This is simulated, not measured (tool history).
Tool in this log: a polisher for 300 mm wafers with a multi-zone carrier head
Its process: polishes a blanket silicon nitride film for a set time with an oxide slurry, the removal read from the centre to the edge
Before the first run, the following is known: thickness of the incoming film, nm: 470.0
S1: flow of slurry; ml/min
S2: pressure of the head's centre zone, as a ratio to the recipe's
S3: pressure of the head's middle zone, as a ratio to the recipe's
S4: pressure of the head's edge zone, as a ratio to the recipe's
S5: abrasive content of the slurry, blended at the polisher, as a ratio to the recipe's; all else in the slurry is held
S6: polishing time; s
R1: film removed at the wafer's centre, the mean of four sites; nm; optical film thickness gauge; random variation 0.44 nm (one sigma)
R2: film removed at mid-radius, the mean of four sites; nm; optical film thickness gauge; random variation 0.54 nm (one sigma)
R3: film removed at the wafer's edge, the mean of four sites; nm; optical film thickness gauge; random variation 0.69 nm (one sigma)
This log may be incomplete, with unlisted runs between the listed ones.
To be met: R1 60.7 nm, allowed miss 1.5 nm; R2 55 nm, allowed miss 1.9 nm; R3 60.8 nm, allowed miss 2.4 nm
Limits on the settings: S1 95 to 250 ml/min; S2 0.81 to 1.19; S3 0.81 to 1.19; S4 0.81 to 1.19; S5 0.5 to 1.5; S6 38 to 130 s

| run | hour | S1 | S2 | S3 | S4 | S5 | S6 | R1 | R2 | R3 |
|---|---|---|---|---|---|---|---|---|---|---|
| 1 | 0 | 160 | 1 | 1 | 1 | 1 | 84 | 40.266 | 41.347 | 40.167 |
| 2 | 6.8 | 165 | 1.02 | 0.99 | 1.05 | 1.15 | 86 | 46.017 | 46.544 | 46.648 |
| 3 | 9.7 | 165 | 1.02 | 1.06 | 1.05 | 1.15 | 86 | 46.398 | 48.679 | 46.228 |
| 4 | 11.2 | 180 | 1.05 | 1.03 | 1.09 | 1.25 | 86 | 50.822 | 50.366 | 49.017 |
| 5 | 19 | 175 | 1.06 | 1 | 1.12 | 1.35 | 88 | 54.84 | 51.733 | 53.418 |
| 6 | 25.6 | 175 | 1.06 | 0.91 | 1.12 | 1.35 | 88 | 54.032 | 48.453 | 52.871 |
| 7 | 31.2 | 180 | 1.06 | 0.92 | 1.14 | 1.4 | 89 | 56.038 | 49.794 | 56.241 |
| 8 | 36.8 | 195 | 1.06 | 0.94 | 1.15 | 1.4 | 89 | 56.455 | 51.494 | 56.168 |
| 9 | 40.8 | 195 | 1.06 | 0.94 | 1.15 | 1.4 | 89 | 56.404 | 52.068 | 55.686 |
| 10 | 45.5 | 190 | 1.06 | 0.94 | 1.16 | 1.45 | 90 | 57.961 | 52.994 | 59.036 |

Next run, 5 choices. One meets every target within its allowed miss, the rest don't. Which?
| A | 50.2 | 155 | 1.14 | 0.93 | 1.18 | 1.5 | 85 | ? | ? | ? |
| B | 50.2 | 205 | 1.03 | 0.94 | 1.19 | 1.35 | 94 | ? | ? | ? |
| C | 50.2 | 170 | 0.98 | 0.91 | 1.17 | 1.45 | 94 | ? | ? | ? |
| D | 50.2 | 185 | 1.13 | 0.97 | 1.18 | 1.35 | 88 | ? | ? | ? |
| E | 50.2 | 175 | 1.06 | 0.93 | 1.15 | 1.5 | 94 | ? | ? | ? |

| move | R1 | R2 | R3 |
|---|---|---|---|
| A | 58.109 | 47.383 | 54.617 |
| B | 57.923 | 52.545 | 59.61 |
| C | 55.257 | 51.487 | 59.897 |
| D | 58.635 | 49.792 | 54.98 |
| E | 60.964 | 53.389 | 60.39 |
A: lands further from the targets than the last run did
B: roughly where the last run was
C: lands further from the targets than the last run did
D: lands further from the targets than the last run did
E: each result inside its tolerance
So the answer is move E, the one that meets all the targets.
